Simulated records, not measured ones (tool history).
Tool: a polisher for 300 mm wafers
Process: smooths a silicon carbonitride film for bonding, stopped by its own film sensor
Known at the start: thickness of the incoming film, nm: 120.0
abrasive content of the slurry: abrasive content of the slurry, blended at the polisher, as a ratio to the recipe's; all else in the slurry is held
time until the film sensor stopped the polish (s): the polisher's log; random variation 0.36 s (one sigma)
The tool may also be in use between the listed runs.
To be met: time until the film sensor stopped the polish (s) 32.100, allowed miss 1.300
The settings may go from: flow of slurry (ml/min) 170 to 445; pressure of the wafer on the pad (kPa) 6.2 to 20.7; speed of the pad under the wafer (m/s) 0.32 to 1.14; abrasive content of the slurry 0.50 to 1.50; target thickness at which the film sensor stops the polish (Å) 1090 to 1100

run  hour  flow of slurry (ml/min)  pressure of the wafer on the pad (kPa)  speed of the pad under the wafer (m/s)  abrasive content of the slurry  target thickness at which the film sensor stops the polish (Å)  time until the film sensor stopped the polish (s)
  1   0.0                      285                                    13.1                                    0.72                            1.00                                                            1090                                             48.513
  2   8.8                      285                                    13.1                                    0.56                            1.00                                                            1090                                             60.321
  3  17.3                      285                                    13.1                                    0.56                            1.00                                                            1100                                             53.893
  4  23.1                      285                                    15.2                                    0.56                            1.00                                                            1100                                             47.343
  5  24.7                      285                                    15.2                                    0.44                            1.00                                                            1100                                             57.252
  6  25.4                      330                                    15.2                                    0.44                            1.00                                                            1100                                             55.563
  7  28.2                      330                                    16.5                                    0.48                            1.00                                                            1100                                             47.986
  8  35.2                      330                                    17.9                                    0.50                            1.00                                                            1100                                             43.293
  9  37.5                      330                                    18.6                                    0.52                            1.00                                                            1100                                             40.959

Which of these 4 next moves meets every target?
  A  39.8                      355                                    20.0                                    0.66                            0.90                                                            1100                                                  ?
  B  39.8                      375                                    20.0                                    0.78                            0.80                                                            1100                                                  ?
  C  39.8                      315                                    20.0                                    0.38                            1.05                                                            1100                                                  ?
  D  39.8                      380                                    20.7                                    0.66                            1.05                                                            1100                                                  ?

move  time until the film sensor stopped the polish (s)
   A                                             32.495
   B                                             29.928
   C                                             47.296
   D                                             29.266
A: meets every target
B: takes the result that was furthest off past its target
C: further off than the last run
D: takes the result that was furthest off past its target
The right move is A.
